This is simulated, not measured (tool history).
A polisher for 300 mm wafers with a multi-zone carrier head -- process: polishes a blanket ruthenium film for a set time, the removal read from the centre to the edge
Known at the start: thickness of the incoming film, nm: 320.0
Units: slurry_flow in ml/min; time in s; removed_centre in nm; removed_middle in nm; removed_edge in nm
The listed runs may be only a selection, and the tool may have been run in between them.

{"run": 1, "hour": 0.0, "slurry_flow": 300, "centre_zone": 1.0, "middle_zone": 1.0, "edge_zone": 1.0, "time": 73, "removed_centre": 94.525, "removed_middle": 96.178, "removed_edge": 88.951}
{"run": 2, "hour": 5.5, "slurry_flow": 300, "centre_zone": 1.0, "middle_zone": 1.0, "edge_zone": 0.97, "time": 73, "removed_centre": 95.659, "removed_middle": 95.941, "removed_edge": 89.347}
{"run": 3, "hour": 8.5, "slurry_flow": 300, "centre_zone": 1.0, "middle_zone": 1.06, "edge_zone": 0.97, "time": 73, "removed_centre": 96.337, "removed_middle": 99.788, "removed_edge": 88.709}
{"run": 4, "hour": 10.4, "slurry_flow": 300, "centre_zone": 1.0, "middle_zone": 1.11, "edge_zone": 0.97, "time": 73, "removed_centre": 94.465, "removed_middle": 103.19, "removed_edge": 88.661}
{"run": 5, "hour": 17.0, "slurry_flow": 300, "centre_zone": 1.0, "middle_zone": 1.11, "edge_zone": 0.91, "time": 73, "removed_centre": 95.976, "removed_middle": 101.5, "removed_edge": 86.658}
{"run": 6, "hour": 19.1, "slurry_flow": 300, "centre_zone": 1.0, "middle_zone": 1.11, "edge_zone": 0.95, "time": 73, "removed_centre": 94.938, "removed_middle": 101.86, "removed_edge": 88.564}
{"run": 7, "hour": 26.1, "slurry_flow": 330, "centre_zone": 1.1, "middle_zone": 1.17, "edge_zone": 1.05, "time": 94, "removed_centre": 134.94, "removed_middle": 138.58, "removed_edge": 120.03}
{"run": 8, "hour": 26.9, "slurry_flow": 325, "centre_zone": 1.09, "middle_zone": 1.16, "edge_zone": 1.07, "time": 94, "removed_centre": 134.17, "removed_middle": 136.66, "removed_edge": 120.39}

Predict the results of run 9:
{"run": 9, "hour": 29.1, "slurry_flow": 325, "centre_zone": 1.08, "middle_zone": 1.16, "edge_zone": 1.09, "time": 94, "removed_centre": "?", "removed_middle": "?", "removed_edge": "?"}

{"run 9": {"removed_centre": 132.88, "removed_middle": 141.19, "removed_edge": 121.61}}

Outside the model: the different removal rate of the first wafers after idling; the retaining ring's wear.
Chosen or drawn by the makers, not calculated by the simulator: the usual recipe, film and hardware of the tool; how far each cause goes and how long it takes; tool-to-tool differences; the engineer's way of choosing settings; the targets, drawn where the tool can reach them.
